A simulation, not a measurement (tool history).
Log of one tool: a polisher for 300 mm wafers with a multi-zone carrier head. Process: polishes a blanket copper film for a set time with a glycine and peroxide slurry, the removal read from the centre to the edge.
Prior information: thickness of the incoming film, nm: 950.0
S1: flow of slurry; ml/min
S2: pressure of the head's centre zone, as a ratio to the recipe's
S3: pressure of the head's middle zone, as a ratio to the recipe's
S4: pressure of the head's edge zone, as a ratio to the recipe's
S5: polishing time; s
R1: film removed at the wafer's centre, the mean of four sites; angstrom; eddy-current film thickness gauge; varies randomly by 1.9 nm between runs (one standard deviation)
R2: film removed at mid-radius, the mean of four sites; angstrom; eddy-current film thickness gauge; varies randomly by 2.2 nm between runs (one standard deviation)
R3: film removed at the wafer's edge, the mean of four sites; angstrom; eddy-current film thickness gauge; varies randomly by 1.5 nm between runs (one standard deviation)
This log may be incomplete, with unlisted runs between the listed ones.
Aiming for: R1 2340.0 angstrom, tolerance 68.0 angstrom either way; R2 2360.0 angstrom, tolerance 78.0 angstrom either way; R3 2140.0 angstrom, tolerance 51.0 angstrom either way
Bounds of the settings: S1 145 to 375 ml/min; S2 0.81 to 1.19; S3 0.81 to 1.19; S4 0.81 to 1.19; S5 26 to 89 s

run,hour,S1,S2,S3,S4,S5,R1,R2,R3
1,0.0,240,1.00,1.00,1.00,57,3253.4,3516.8,3699.1
2,5.7,245,1.02,1.01,0.98,53,3132.7,3376.1,3372.3
3,6.3,245,0.99,1.01,0.98,53,3018.1,3335.7,3426.2
4,15.1,205,0.99,1.01,0.98,53,2943.2,3260.4,3310.6
5,16.9,205,1.07,1.01,0.98,53,3110.8,3302.1,3319.6
6,22.5,205,1.10,1.01,0.98,53,3326.4,3243.6,3296.6
7,24.6,205,1.10,1.01,0.96,50,3115.2,3053.3,3160.2
8,31.5,205,1.11,1.03,0.95,47,2938.9,2938.0,2936.8
9,36.6,205,1.12,1.04,0.93,45,2875.0,2841.7,2795.8
10,44.4,205,1.12,1.05,0.92,43,2701.1,2748.7,2641.4
11,45.8,205,1.12,1.05,0.91,42,2671.2,2669.2,2580.9
# hour 51.2: centre zone pressure recalibrated
12,51.2,205,1.12,1.05,0.90,41,2891.7,2634.5,2484.3
13,57.0,200,1.10,1.05,0.90,40,2724.9,2533.4,2440.6
14,61.2,190,1.05,1.10,0.81,34,2194.6,2222.4,2011.5

Pick the move, out of 5, that brings all results within their allowed miss; only one does.
A,65.4,200,1.10,1.09,0.81,36,?,?,?
B,65.4,245,1.11,1.18,0.81,33,?,?,?
C,65.4,215,0.96,1.07,0.86,37,?,?,?
D,65.4,225,1.04,1.10,0.82,35,?,?,?
E,65.4,165,1.09,1.10,0.81,39,?,?,?

move,R1,R2,R3
A,2508.6,2322.9,2156.1
B,2400.1,2348.0,2018.0
C,2276.3,2378.5,2269.4
D,2352.1,2318.2,2130.6
E,2587.1,2447.7,2275.6
A: meets the target for the result that was furthest off, but another lies outside its allowed miss
B: gains on the last run, yet a result remains outside its allowed miss
C: moves the result that the last run missed by most past its target, out the other side
D: each result inside its tolerance
E: moves the result that the last run missed by most past its target, out the other side
D is the move that brings every result within its allowed miss.
